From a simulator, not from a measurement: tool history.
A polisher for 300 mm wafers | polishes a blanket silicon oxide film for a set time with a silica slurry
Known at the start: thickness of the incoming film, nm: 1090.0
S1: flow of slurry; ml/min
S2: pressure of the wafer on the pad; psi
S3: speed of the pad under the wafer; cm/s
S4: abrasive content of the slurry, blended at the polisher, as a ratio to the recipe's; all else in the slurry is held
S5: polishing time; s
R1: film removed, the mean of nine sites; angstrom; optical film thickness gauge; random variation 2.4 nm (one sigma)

{"run": 1, "hour": 0.0, "S1": 270, "S2": 4.7, "S3": 100, "S4": 1, "S5": 33, "R1": 1179.9}
{"run": 2, "hour": 1.0, "S1": 270, "S2": 4.2, "S3": 100, "S4": 1, "S5": 33, "R1": 1042.2}
{"run": 3, "hour": 5.2, "S1": 270, "S2": 4.4, "S3": 100, "S4": 1, "S5": 33, "R1": 1116.5}
{"run": 4, "hour": 10.2, "S1": 270, "S2": 4.4, "S3": 124, "S4": 1, "S5": 33, "R1": 1272.3}
{"run": 5, "hour": 14.8, "S1": 270, "S2": 4.4, "S3": 124, "S4": 1, "S5": 33, "R1": 1281.9}
{"run": 6, "hour": 16.3, "S1": 270, "S2": 4.4, "S3": 124, "S4": 0.8, "S5": 33, "R1": 1169.9}
{"run": 7, "hour": 19.2, "S1": 270, "S2": 4.6, "S3": 124, "S4": 0.8, "S5": 33, "R1": 1242.1}
{"run": 8, "hour": 25.4, "S1": 270, "S2": 4.7, "S3": 124, "S4": 0.8, "S5": 33, "R1": 1245.4}
{"run": 9, "hour": 26.4, "S1": 270, "S2": 4.9, "S3": 124, "S4": 0.8, "S5": 33, "R1": 1292}
{"run": 10, "hour": 30.6, "S1": 270, "S2": 5.1, "S3": 124, "S4": 0.8, "S5": 33, "R1": 1360.6}
{"run": 11, "hour": 37.7, "S1": 270, "S2": 5.1, "S3": 124, "S4": 0.8, "S5": 33, "R1": 1310.9}

Forecast run 12:
{"run": 12, "hour": 44.0, "S1": 270, "S2": 5.3, "S3": 124, "S4": 0.8, "S5": 33, "R1": "?"}

{"run 12": {"R1": 1389.9}}
